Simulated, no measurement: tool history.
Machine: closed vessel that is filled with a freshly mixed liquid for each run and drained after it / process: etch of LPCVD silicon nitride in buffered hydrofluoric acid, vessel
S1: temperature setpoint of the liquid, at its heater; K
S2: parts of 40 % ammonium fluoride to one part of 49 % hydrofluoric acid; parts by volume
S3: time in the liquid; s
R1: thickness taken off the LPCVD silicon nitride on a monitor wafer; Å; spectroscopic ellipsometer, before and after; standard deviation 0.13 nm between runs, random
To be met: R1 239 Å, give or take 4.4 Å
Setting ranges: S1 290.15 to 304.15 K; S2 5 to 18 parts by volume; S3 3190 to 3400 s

run,day,S1,S2,S3,R1
1,0,296.15,11,3190,382.91
2,0.133,296.15,9.5,3190,430.46
3,0.462,294.15,10.5,3190,358.47
4,0.533,292.65,11.5,3190,299.12
5,0.708,295.15,11.5,3190,340.82
6,1.017,298.15,11.5,3190,407.37
7,1.354,295.65,12,3190,338.06
8,1.488,293.65,12,3190,303.93
9,1.571,292.65,12,3190,291.36
10,1.904,291.65,12.5,3190,260.88
11,2.3,291.15,12.5,3190,255.06
12,2.408,290.65,12.5,3190,247.28

Exercise: of the 4 proposed moves below, exactly one satisfies all targets within the stated allowed misses. Which move is it?
A,2.517,291.15,14,3200,?
B,2.517,290.15,13.5,3400,?
C,2.517,292.15,14,3370,?
D,2.517,290.15,14,3390,?

move,R1
A,228.02
B,237.17
C,254.12
D,228.18
A: moves the result that the last run missed by most past its target, out the other side
B: hits every target within its allowed miss
C: the biggest miss grows against the last run
D: moves the result that the last run missed by most past its target, out the other side
B is the move that brings every result within its allowed miss.
